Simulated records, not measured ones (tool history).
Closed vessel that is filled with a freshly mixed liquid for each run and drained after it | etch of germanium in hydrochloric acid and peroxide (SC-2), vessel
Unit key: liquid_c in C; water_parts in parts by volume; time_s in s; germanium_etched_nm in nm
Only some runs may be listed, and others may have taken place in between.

run  hour  liquid_c  water_parts  time_s  germanium_etched_nm
  1   0.0      50.0          7.0      90               215.69
  2   8.8      56.5          7.0      90               263.03
  3  10.1      56.5          6.0      90               259.24
  4  18.4      56.5          7.5      90               259.83
  5  25.2      56.5          7.5      95               275.28
  6  32.9      56.5          5.0      95               283.12
  7  39.9      51.0          5.0      95               238.31
  8  45.8      47.0          5.0      95               206.76
  9  54.1      44.0          5.0      95               187.03
 10  57.3      42.0          5.0      95               179.31
 11  63.1      40.0          5.0      95               164.67
 12  71.1      39.0          5.0      95               158.76

Estimate the outcome of run 13 from the log above:
 13  74.2      38.0          5.0      95                    ?

Run 13 yielded germanium_etched_nm 153.88 nm.
